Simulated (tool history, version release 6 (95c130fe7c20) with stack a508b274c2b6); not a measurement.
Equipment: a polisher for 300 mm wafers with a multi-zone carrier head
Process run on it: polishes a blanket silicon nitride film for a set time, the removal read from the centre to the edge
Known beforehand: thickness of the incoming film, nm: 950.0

run	day	flow of slurry (ml/min)	pressure of the head's centre zone	pressure of the head's middle zone	pressure of the head's edge zone	polishing time (s)	film removed at the wafer's centre (nm)	film removed at mid-radius (nm)	film removed at the wafer's edge (nm)
1	0.000	320	1.00	1.00	1.00	81	94.167	91.880	88.402
2	0.042	310	0.97	0.95	0.97	76	83.468	80.760	80.478
3	0.312	305	0.95	0.91	0.93	75	81.865	78.357	79.838
4	0.608	305	0.95	0.99	0.93	75	82.714	82.280	78.707
5	0.983	305	0.95	0.94	0.93	75	83.403	82.237	77.845
6	1.121	305	0.88	0.94	0.93	75	76.332	80.509	78.801
7	1.329	305	0.88	0.94	0.93	75	75.576	80.068	77.998
8	1.696	295	0.89	0.90	0.92	72	75.314	72.611	74.535
9	2.050	280	0.87	0.89	0.91	71	69.655	69.870	73.747

Forecast run 10:
10	2.367	275	0.88	0.88	0.89	70	?	?	?

{"run 10": {"film removed at the wafer's centre (nm)": 69.737, "film removed at mid-radius (nm)": 71.536, "film removed at the wafer's edge (nm)": 71.061}}
